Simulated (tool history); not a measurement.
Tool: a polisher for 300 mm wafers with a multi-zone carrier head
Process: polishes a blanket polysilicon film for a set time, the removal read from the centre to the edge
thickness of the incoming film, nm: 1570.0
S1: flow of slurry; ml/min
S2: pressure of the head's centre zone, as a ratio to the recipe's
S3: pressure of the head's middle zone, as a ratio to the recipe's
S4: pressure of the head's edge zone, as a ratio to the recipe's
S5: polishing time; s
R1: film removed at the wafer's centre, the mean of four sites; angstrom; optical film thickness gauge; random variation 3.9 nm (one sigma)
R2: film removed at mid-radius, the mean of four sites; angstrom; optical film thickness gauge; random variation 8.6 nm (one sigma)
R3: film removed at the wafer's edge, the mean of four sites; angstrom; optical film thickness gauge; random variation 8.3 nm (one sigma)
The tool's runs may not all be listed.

Run 1, hour 0: S1 210 ml/min, S2 1, S3 1, S4 1, S5 78 s. Result: R1 4397.2 angstrom, R2 4368.3 angstrom, R3 4604.4 angstrom.
Run 2, hour 8.1: S1 240 ml/min, S2 1, S3 1, S4 1, S5 78 s. Result: R1 4410.3 angstrom, R2 4414.7 angstrom, R3 4683.1 angstrom.
Run 3, hour 10.1: S1 195 ml/min, S2 1, S3 1, S4 1, S5 78 s. Result: R1 4318.2 angstrom, R2 4429 angstrom, R3 4636.7 angstrom.
Run 4, hour 14: S1 185 ml/min, S2 1, S3 1.01, S4 1.02, S5 82 s. Result: R1 4533.9 angstrom, R2 4545.1 angstrom, R3 4829 angstrom.
Run 5, hour 17.6: S1 185 ml/min, S2 1, S3 1.01, S4 1.02, S5 99 s. Result: R1 5447.8 angstrom, R2 5451.9 angstrom, R3 5910.4 angstrom.
Run 6, hour 23: S1 185 ml/min, S2 1, S3 1.01, S4 1.07, S5 99 s. Result: R1 5483 angstrom, R2 5518.5 angstrom, R3 5959.9 angstrom.
Run 7, hour 23.9: S1 190 ml/min, S2 0.99, S3 1.02, S4 1.08, S5 101 s. Result: R1 5483.9 angstrom, R2 5718.2 angstrom, R3 6238.4 angstrom.
Run 8, hour 26.3: S1 200 ml/min, S2 0.99, S3 1.03, S4 1.09, S5 102 s. Result: R1 5592.7 angstrom, R2 5926.6 angstrom, R3 6209.1 angstrom.
Run 9, hour 34.2: S1 200 ml/min, S2 0.98, S3 1.03, S4 1.1, S5 104 s. Result: R1 5634.2 angstrom, R2 6040.5 angstrom, R3 6475.9 angstrom.
Run 10, hour 39.6: S1 205 ml/min, S2 0.98, S3 1.03, S4 1.11, S5 105 s. Result: R1 5760.6 angstrom, R2 6013 angstrom, R3 6589.6 angstrom.
Run 11, hour 41.7: S1 210 ml/min, S2 0.98, S3 1.04, S4 1.12, S5 106 s. Result: R1 5789.1 angstrom, R2 6182.1 angstrom, R3 6730.3 angstrom.

Run 12 comes next. What will it give?
Run 12, hour 47: S1 215 ml/min, S2 0.98, S3 1.05, S4 1.13, S5 106 s. Result: R1 ?, R2 ?, R3 ?.

{"run 12": {"R1": 5783.2, "R2": 6428.5, "R3": 6819.3}}

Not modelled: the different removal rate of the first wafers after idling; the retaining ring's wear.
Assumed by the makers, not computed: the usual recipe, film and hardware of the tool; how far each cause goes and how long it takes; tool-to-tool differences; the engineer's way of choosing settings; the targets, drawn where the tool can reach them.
